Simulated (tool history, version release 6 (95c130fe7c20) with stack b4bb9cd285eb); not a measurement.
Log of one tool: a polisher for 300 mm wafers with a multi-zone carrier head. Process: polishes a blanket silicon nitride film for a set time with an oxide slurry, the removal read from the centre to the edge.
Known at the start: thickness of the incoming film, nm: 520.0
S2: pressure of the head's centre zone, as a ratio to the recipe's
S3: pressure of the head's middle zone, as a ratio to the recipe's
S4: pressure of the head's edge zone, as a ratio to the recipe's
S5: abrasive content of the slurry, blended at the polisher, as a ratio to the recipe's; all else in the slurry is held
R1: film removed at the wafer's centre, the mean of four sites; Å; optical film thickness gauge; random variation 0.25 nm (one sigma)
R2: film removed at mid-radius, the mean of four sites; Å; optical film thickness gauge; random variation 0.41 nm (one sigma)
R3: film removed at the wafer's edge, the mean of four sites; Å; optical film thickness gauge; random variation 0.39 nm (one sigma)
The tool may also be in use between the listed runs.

{"run": 1, "hour": 0.0, "flow of slurry (ml/min)": 240, "S2": 1.0, "S3": 1.0, "S4": 1.0, "S5": 1.0, "polishing time (s)": 51, "R1": 415.86, "R2": 423.7, "R3": 426.99}
{"run": 2, "hour": 1.8, "flow of slurry (ml/min)": 240, "S2": 1.0, "S3": 1.06, "S4": 1.0, "S5": 1.0, "polishing time (s)": 51, "R1": 415.49, "R2": 449.44, "R3": 424.3}
{"run": 3, "hour": 6.7, "flow of slurry (ml/min)": 225, "S2": 0.99, "S3": 1.04, "S4": 0.98, "S5": 1.0, "polishing time (s)": 51, "R1": 414.14, "R2": 441.69, "R3": 422.69}
{"run": 4, "hour": 10.4, "flow of slurry (ml/min)": 225, "S2": 0.99, "S3": 1.04, "S4": 0.98, "S5": 0.8, "polishing time (s)": 51, "R1": 356.32, "R2": 375.66, "R3": 359.38}
{"run": 5, "hour": 12.8, "flow of slurry (ml/min)": 240, "S2": 1.0, "S3": 1.04, "S4": 1.0, "S5": 0.8, "polishing time (s)": 51, "R1": 365.05, "R2": 380.24, "R3": 368.73}
{"run": 6, "hour": 16.9, "flow of slurry (ml/min)": 240, "S2": 1.0, "S3": 1.04, "S4": 1.0, "S5": 0.8, "polishing time (s)": 44, "R1": 311.24, "R2": 327.32, "R3": 318.93}
{"run": 7, "hour": 19.2, "flow of slurry (ml/min)": 255, "S2": 1.03, "S3": 1.06, "S4": 1.05, "S5": 0.85, "polishing time (s)": 44, "R1": 331.46, "R2": 353.54, "R3": 337.49}
{"run": 8, "hour": 24.8, "flow of slurry (ml/min)": 265, "S2": 1.05, "S3": 1.06, "S4": 1.08, "S5": 0.9, "polishing time (s)": 44, "R1": 354.47, "R2": 366.95, "R3": 357.23}
{"run": 9, "hour": 33.0, "flow of slurry (ml/min)": 275, "S2": 1.06, "S3": 1.07, "S4": 1.11, "S5": 0.9, "polishing time (s)": 44, "R1": 359.45, "R2": 377.47, "R3": 359.62}
{"run": 10, "hour": 35.6, "flow of slurry (ml/min)": 285, "S2": 1.06, "S3": 1.07, "S4": 1.13, "S5": 0.9, "polishing time (s)": 44, "R1": 359.46, "R2": 375.3, "R3": 376.05}
{"run": 11, "hour": 37.3, "flow of slurry (ml/min)": 300, "S2": 1.07, "S3": 1.08, "S4": 1.13, "S5": 0.9, "polishing time (s)": 44, "R1": 362.06, "R2": 379.0, "R3": 370.61}

The next listed run, before its measurement:
{"run": 12, "hour": 43.2, "flow of slurry (ml/min)": 300, "S2": 1.08, "S3": 1.09, "S4": 1.15, "S5": 0.9, "polishing time (s)": 44, "R1": "?", "R2": "?", "R3": "?"}

{"run 12": {"R1": 370.07, "R2": 382.57, "R3": 374.04}}
